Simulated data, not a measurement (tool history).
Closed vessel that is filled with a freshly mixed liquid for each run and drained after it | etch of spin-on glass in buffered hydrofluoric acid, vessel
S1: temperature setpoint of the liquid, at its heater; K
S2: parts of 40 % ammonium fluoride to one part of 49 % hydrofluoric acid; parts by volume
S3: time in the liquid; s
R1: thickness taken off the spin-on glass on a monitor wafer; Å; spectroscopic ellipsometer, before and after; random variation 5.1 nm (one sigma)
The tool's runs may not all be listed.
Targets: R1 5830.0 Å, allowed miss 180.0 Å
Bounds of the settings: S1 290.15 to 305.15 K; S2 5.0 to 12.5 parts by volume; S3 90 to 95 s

| run | hour | S1 | S2 | S3 | R1 |
|---|---|---|---|---|---|
| 1 | 0.0 | 297.15 | 7.5 | 90 | 4729.8 |
| 2 | 2.4 | 298.15 | 7.5 | 90 | 4979.0 |
| 3 | 10.7 | 295.15 | 7.5 | 90 | 4259.2 |
| 4 | 17.3 | 296.65 | 7.5 | 90 | 4610.1 |
| 5 | 24.6 | 294.65 | 7.5 | 90 | 4218.1 |
| 6 | 33.4 | 294.65 | 8.5 | 90 | 3616.2 |
| 7 | 34.3 | 298.65 | 8.5 | 90 | 4515.2 |
| 8 | 42.6 | 300.15 | 8.5 | 90 | 4921.6 |
| 9 | 45.0 | 301.15 | 8.5 | 90 | 5152.6 |
| 10 | 50.0 | 301.65 | 8.5 | 90 | 5357.1 |
| 11 | 58.3 | 302.15 | 8.5 | 90 | 5429.4 |
| 12 | 61.0 | 302.65 | 8.5 | 90 | 5579.8 |

4 next moves are on the table. One of them brings every result within its allowed miss. Which?
| A | 63.7 | 303.15 | 9.5 | 90 | ? |
| B | 63.7 | 301.65 | 7.5 | 95 | ? |
| C | 63.7 | 305.15 | 9.5 | 90 | ? |
| D | 63.7 | 301.65 | 9.0 | 95 | ? |

| move | R1 |
|---|---|
| A | 5270.5 |
| B | 6478.3 |
| C | 5849.2 |
| D | 5317.9 |
A: further off than the last run
B: takes the result that was furthest off past its target
C: meets every target
D: further off than the last run
Move C is the one to make.

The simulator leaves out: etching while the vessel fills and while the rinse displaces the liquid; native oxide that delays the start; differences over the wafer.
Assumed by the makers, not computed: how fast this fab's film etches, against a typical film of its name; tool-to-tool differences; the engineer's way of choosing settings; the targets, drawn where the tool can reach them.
